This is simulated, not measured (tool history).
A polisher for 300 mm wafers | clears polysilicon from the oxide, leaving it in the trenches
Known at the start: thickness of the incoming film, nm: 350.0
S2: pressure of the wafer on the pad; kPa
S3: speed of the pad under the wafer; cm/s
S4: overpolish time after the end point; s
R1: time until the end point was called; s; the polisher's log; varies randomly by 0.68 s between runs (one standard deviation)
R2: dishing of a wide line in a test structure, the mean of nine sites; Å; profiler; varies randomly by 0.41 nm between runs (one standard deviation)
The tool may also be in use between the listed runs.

run 1 hour=0.0 | flow_of_slurry_(ml/min)=285 S2=15.2 S3=126 S4=12 | R1=24.885 R2=436.49
run 2 hour=3.8 | flow_of_slurry_(ml/min)=285 S2=12.4 S3=116 S4=10 | R1=30.505 R2=414.93
run 3 hour=7.5 | flow_of_slurry_(ml/min)=285 S2=12.4 S3=142 S4=10 | R1=26.941 R2=429.34
run 4 hour=15.5 | flow_of_slurry_(ml/min)=285 S2=12.4 S3=120 S4=10 | R1=30.085 R2=433.76
run 5 hour=19.4 | flow_of_slurry_(ml/min)=285 S2=12.4 S3=94 S4=10 | R1=35.382 R2=410.94
run 6 hour=20.5 | flow_of_slurry_(ml/min)=245 S2=12.4 S3=94 S4=10 | R1=36.428 R2=404.61

Estimate the outcome of run 7 from the log above:
run 7 hour=22.9 | flow_of_slurry_(ml/min)=220 S2=11.7 S3=82 S4=8 | R1=? R2=?

{"run 7": {"R1": 42.026, "R2": 361.76}}
